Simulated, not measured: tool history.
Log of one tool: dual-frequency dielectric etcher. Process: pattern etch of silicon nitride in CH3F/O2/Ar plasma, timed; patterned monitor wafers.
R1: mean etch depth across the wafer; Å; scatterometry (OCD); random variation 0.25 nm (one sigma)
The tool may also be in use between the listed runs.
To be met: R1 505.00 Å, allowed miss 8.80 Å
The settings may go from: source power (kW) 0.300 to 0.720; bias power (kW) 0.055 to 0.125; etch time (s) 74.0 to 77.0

{"run": 1, "hour": 0.0, "source power (kW)": 0.51, "bias power (kW)": 0.09, "etch time (s)": 74.0, "R1": 576.96}
{"run": 2, "hour": 6.8, "source power (kW)": 0.51, "bias power (kW)": 0.09, "etch time (s)": 77.0, "R1": 597.32}
{"run": 3, "hour": 14.1, "source power (kW)": 0.51, "bias power (kW)": 0.09, "etch time (s)": 77.0, "R1": 596.93}
{"run": 4, "hour": 18.9, "source power (kW)": 0.43, "bias power (kW)": 0.09, "etch time (s)": 77.0, "R1": 563.03}
{"run": 5, "hour": 21.2, "source power (kW)": 0.49, "bias power (kW)": 0.09, "etch time (s)": 77.0, "R1": 593.63}
{"run": 6, "hour": 25.5, "source power (kW)": 0.49, "bias power (kW)": 0.075, "etch time (s)": 77.0, "R1": 562.52}
{"run": 7, "hour": 32.0, "source power (kW)": 0.48, "bias power (kW)": 0.075, "etch time (s)": 77.0, "R1": 561.39}
{"run": 8, "hour": 39.1, "source power (kW)": 0.47, "bias power (kW)": 0.075, "etch time (s)": 77.0, "R1": 557.03}
{"run": 9, "hour": 42.7, "source power (kW)": 0.46, "bias power (kW)": 0.075, "etch time (s)": 77.0, "R1": 557.06}

Which of these 4 next moves meets every target?
{"run": "A", "hour": 46.3, "source power (kW)": 0.42, "bias power (kW)": 0.072, "etch time (s)": 76.0, "R1": "?"}
{"run": "B", "hour": 46.3, "source power (kW)": 0.4, "bias power (kW)": 0.062, "etch time (s)": 74.0, "R1": "?"}
{"run": "C", "hour": 46.3, "source power (kW)": 0.46, "bias power (kW)": 0.061, "etch time (s)": 74.0, "R1": "?"}
{"run": "D", "hour": 46.3, "source power (kW)": 0.45, "bias power (kW)": 0.096, "etch time (s)": 75.5, "R1": "?"}

move=A R1=523.89
move=B R1=485.30
move=C R1=506.21
move=D R1=572.00
A: nearer than the last run, and not there yet
B: takes the result that was furthest off past its target
C: meets every target
D: further off than the last run
The right move is C.

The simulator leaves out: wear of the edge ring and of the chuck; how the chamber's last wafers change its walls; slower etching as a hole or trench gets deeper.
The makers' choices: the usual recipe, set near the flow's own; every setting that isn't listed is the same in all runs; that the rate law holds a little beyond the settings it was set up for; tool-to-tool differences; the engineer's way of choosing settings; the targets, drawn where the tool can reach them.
